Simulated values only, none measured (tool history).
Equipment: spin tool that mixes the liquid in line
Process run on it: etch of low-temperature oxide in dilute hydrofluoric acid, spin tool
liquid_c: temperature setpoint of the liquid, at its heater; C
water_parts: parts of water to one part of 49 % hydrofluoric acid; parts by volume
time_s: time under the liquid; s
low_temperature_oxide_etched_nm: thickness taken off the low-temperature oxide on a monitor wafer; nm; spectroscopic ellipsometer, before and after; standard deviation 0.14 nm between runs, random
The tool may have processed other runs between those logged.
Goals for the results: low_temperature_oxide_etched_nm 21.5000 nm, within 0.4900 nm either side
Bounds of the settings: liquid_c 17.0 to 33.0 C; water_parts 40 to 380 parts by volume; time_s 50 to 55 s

run  hour  liquid_c  water_parts  time_s  low_temperature_oxide_etched_nm
  1   0.0      25.0          210      50                           8.2968
  2   7.8      26.5          185      50                          10.1900
  3  13.6      28.0          165      50                          12.4460
  4  14.4      29.0          155      50                          13.8030
  5  22.6      27.0          155      50                          12.7280
     25.7  -- hydrofluoric acid flow meter replaced
  6  25.7      28.5          145      50                          13.2440
  7  27.5      28.5          145      50                          13.1340
  8  30.3      29.5          130      50                          15.6070
  9  36.4      30.5          120      50                          17.6530
 10  39.6      33.0          105      50                          22.4870
 11  47.6      32.5          105      50                          22.1180

4 candidate next runs follow, results not yet known. Just one meets every target within its allowed miss. Identify it.
  A  55.6      31.5          100      50                                ?
  B  55.6      32.0          110      55                                ?
  C  55.6      31.5          105      50                                ?
  D  55.6      32.0          100      50                                ?

move  low_temperature_oxide_etched_nm
   A                          22.5610
   B                          22.6470
   C                          21.3310
   D                          22.9810
A: moves away from the targets compared with the last run
B: moves away from the targets compared with the last run
C: every result lands within tolerance
D: moves away from the targets compared with the last run
C meets every target.
